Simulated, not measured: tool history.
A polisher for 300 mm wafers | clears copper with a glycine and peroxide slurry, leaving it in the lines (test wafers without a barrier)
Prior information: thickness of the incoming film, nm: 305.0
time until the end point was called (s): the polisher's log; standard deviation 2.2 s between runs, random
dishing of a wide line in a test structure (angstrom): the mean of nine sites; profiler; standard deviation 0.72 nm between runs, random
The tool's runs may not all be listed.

run  hour  flow of slurry (ml/min)  pressure of the wafer on the pad (psi)  speed of the pad under the wafer (cm/s)  overpolish time after the end point (s)  time until the end point was called (s)  dishing of a wide line in a test structure (angstrom)
  1     0                      260                                     2.4                                       84                                       15                                    81.19                                                 304.91
  2   3.7                      260                                     2.4                                       84                                       19                                   79.083                                                 335.45
  3     5                      260                                     2.2                                       80                                       21                                   89.197                                                 366.46
  4  10.5                      260                                     2.2                                       94                                       21                                   81.722                                                  373.2
  5  11.1                      260                                     1.6                                       94                                       21                                   97.154                                                 324.55
  6  18.8                      310                                     1.6                                       94                                       21                                   93.464                                                 337.09
  7  26.4                      305                                     1.5                                       90                                       22                                   99.749                                                 337.58
  8  29.5                      300                                     1.4                                       88                                       22                                   105.25                                                 326.05
  9  31.2                      295                                     1.3                                       86                                       22                                   108.67                                                 325.92
 10  35.8                      295                                     1.3                                       84                                       22                                    114.4                                                 300.94
 11  36.8                      295                                     1.3                                       84                                       23                                   112.01                                                 325.06

What will run 12 give?
 12  39.4                      295                                     1.3                                       84                                       23                                        ?                                                      ?

{"run 12": {"time until the end point was called (s)": 114.62, "dishing of a wide line in a test structure (angstrom)": 313.98}}
